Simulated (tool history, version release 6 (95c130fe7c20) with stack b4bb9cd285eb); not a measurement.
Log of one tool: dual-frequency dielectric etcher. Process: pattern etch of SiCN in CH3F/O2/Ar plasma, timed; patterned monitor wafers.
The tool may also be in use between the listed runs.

| run | hour | source power (W) | bias power (W) | etch time (s) | mean etch depth across the wafer (nm) |
|---|---|---|---|---|---|
| 1 | 0.0 | 520 | 54 | 86.5 | 32.127 |
| 2 | 3.4 | 520 | 54 | 86.5 | 31.938 |
| 3 | 4.1 | 580 | 54 | 86.5 | 33.401 |
| 4 | 6.1 | 650 | 54 | 86.5 | 35.009 |
| 5 | 6.9 | 650 | 54 | 86.5 | 35.109 |
| 6 | 12.3 | 610 | 51 | 86.5 | 33.298 |
| 7 | 16.8 | 580 | 49 | 86.5 | 32.241 |
| 8 | 22.1 | 550 | 47 | 86.5 | 31.203 |
| 9 | 29.0 | 520 | 45 | 86.5 | 30.059 |
| 10 | 34.0 | 500 | 44 | 86.5 | 29.504 |
| 11 | 42.8 | 480 | 43 | 86.5 | 28.693 |

The next listed run, before its measurement:
| 12 | 48.0 | 460 | 42 | 86.5 | ? |

{"run 12": {"mean etch depth across the wafer (nm)": 28.27}}
